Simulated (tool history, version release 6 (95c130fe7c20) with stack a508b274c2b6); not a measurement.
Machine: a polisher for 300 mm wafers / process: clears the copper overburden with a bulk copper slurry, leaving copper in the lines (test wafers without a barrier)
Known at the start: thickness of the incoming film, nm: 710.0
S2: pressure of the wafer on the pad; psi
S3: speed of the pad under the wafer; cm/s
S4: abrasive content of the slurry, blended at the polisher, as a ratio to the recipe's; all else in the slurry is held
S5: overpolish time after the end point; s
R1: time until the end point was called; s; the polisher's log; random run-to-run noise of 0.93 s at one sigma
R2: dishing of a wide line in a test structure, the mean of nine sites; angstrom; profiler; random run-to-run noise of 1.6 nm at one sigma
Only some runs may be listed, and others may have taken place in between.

run 1 hour=0.0 | flow_of_slurry_(ml/min)=145 S2=3.0 S3=126 S4=1.00 S5=29 | R1=50.941 R2=1665.80
run 2 hour=1.4 | flow_of_slurry_(ml/min)=145 S2=3.0 S3=154 S4=1.00 S5=29 | R1=41.826 R2=1776.70
run 3 hour=7.1 | flow_of_slurry_(ml/min)=145 S2=3.0 S3=154 S4=1.00 S5=21 | R1=41.157 R2=1596.90
run 4 hour=10.6 | flow_of_slurry_(ml/min)=140 S2=2.6 S3=160 S4=0.95 S5=18 | R1=45.816 R2=1428.00
run 5 hour=11.5 | flow_of_slurry_(ml/min)=140 S2=2.6 S3=160 S4=0.95 S5=13 | R1=44.666 R2=1165.30
run 6 hour=19.7 | flow_of_slurry_(ml/min)=140 S2=2.3 S3=160 S4=0.95 S5=12 | R1=49.455 R2=1026.80
run 7 hour=21.9 | flow_of_slurry_(ml/min)=140 S2=2.2 S3=160 S4=0.95 S5=12 | R1=51.466 R2=999.73
run 8 hour=25.3 | flow_of_slurry_(ml/min)=140 S2=2.1 S3=160 S4=0.95 S5=12 | R1=52.587 R2=1008.50

Run 9 is up next; what results do you expect?
run 9 hour=28.8 | flow_of_slurry_(ml/min)=140 S2=2.0 S3=160 S4=0.95 S5=11 | R1=? R2=?

{"run 9": {"R1": 53.066, "R2": 913.31}}
